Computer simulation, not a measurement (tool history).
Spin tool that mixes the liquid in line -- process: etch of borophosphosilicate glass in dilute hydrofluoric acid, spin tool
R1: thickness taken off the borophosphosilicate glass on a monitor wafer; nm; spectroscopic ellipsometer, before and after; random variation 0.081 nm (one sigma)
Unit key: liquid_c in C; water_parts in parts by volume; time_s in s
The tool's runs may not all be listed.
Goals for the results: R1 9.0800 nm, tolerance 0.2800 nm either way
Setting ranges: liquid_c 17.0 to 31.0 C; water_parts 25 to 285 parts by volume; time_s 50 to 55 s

run 1 day=0.000 | liquid_c=23.0 water_parts=155 time_s=50 | R1=12.7100
run 2 day=0.188 | liquid_c=21.0 water_parts=155 time_s=50 | R1=11.6120
run 3 day=0.500 | liquid_c=21.0 water_parts=155 time_s=55 | R1=12.5720
run 4 day=0.700 | liquid_c=21.0 water_parts=180 time_s=55 | R1=10.7040
run 5 day=0.988 | liquid_c=21.0 water_parts=230 time_s=55 | R1=8.0590
run 6 day=1.021 | liquid_c=21.5 water_parts=230 time_s=55 | R1=8.3125
run 7 day=1.071 | liquid_c=22.0 water_parts=230 time_s=55 | R1=8.3146
-- day=1.242 hydrofluoric acid flow meter replaced
run 8 day=1.242 | liquid_c=22.5 water_parts=230 time_s=55 | R1=7.3146

5 candidate next runs follow, results not yet known. Just one meets every target within its allowed miss. Identify it.
run A day=1.412 | liquid_c=26.0 water_parts=175 time_s=50 | R1=?
run B day=1.412 | liquid_c=21.0 water_parts=240 time_s=50 | R1=?
run C day=1.412 | liquid_c=22.5 water_parts=230 time_s=50 | R1=?
run D day=1.412 | liquid_c=23.0 water_parts=215 time_s=55 | R1=?
run E day=1.412 | liquid_c=23.0 water_parts=200 time_s=55 | R1=?

move=A R1=10.6810
move=B R1=6.0428
move=C R1=6.7323
move=D R1=8.1944
move=E R1=8.9478
A: pushes the last run's worst result past its target
B: the biggest miss grows against the last run
C: the biggest miss grows against the last run
D: gains on the last run, yet a result remains outside its allowed miss
E: all results land within tolerance of their targets
So the answer is move E, the one that meets all the targets.
